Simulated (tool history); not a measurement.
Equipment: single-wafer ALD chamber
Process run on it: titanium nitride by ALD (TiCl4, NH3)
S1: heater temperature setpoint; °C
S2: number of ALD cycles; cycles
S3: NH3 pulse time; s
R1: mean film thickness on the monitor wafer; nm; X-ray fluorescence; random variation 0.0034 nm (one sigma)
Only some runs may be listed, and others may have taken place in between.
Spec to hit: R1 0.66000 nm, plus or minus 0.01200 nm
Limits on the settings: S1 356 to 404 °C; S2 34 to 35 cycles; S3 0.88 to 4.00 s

run	hour	S1	S2	S3	R1
1	0.0	380	35	2.44	0.73939
2	8.5	372	35	1.93	0.71997
3	16.2	367	35	1.58	0.68672
4	21.7	365	35	1.55	0.67665
5	26.8	365	35	2.01	0.71128
6	33.4	364	35	1.80	0.69978
7	36.6	364	35	1.65	0.68320
8	42.1	364	35	1.65	0.68577
9	47.6	364	35	1.65	0.68389
10	54.5	363	35	1.61	0.67726
11	59.0	363	35	1.61	0.67993
12	61.6	362	35	1.59	0.66976
13	64.2	361	35	1.59	0.67177
14	65.9	361	35	1.59	0.68009
15	73.8	358	34	1.26	0.59432
16	82.3	363	34	1.26	0.60995
17	83.5	363	34	1.34	0.62383
18	92.2	364	34	1.37	0.63231
19	96.1	366	34	1.37	0.64388
20	99.9	367	34	1.37	0.64606
21	105.6	368	34	1.37	0.63828

Consider the 5 candidate settings below. Which is the only one whose results all fall within their allowed miss of target?
A	111.3	363	35	1.83	?
B	111.3	372	35	1.30	?
C	111.3	365	35	1.25	?
D	111.3	382	34	1.11	?
E	111.3	375	34	1.14	?

move	R1
A	0.69634
B	0.66405
C	0.63547
D	0.62974
E	0.62113
A: pushes the last run's worst result past its target
B: all results in spec
C: its largest miss is bigger than the last run's
D: its largest miss is bigger than the last run's
E: its largest miss is bigger than the last run's
Correct choice: B, which meets every target
